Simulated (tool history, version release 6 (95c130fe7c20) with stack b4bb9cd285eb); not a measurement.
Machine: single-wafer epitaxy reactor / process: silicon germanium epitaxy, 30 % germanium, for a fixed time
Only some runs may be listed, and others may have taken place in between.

run	day	wafer temperature setpoint (pyrometer-controlled) (°C)	chamber pressure (mTorr)	mean film thickness on the monitor wafer (angstrom)
1	0	595	20600	511.06
2	0.292	595	19000	491.96
3	0.371	595	21600	519.89
4	0.65	590	21600	469.58
5	0.808	588	21600	450.8
6	1.092	588	18700	421.56
7	1.421	587	18700	415.51

Run 8 has not been measured yet. What should we expect?
8	1.446	586	18700	?

{"run 8": {"mean film thickness on the monitor wafer (angstrom)": 407.34}}
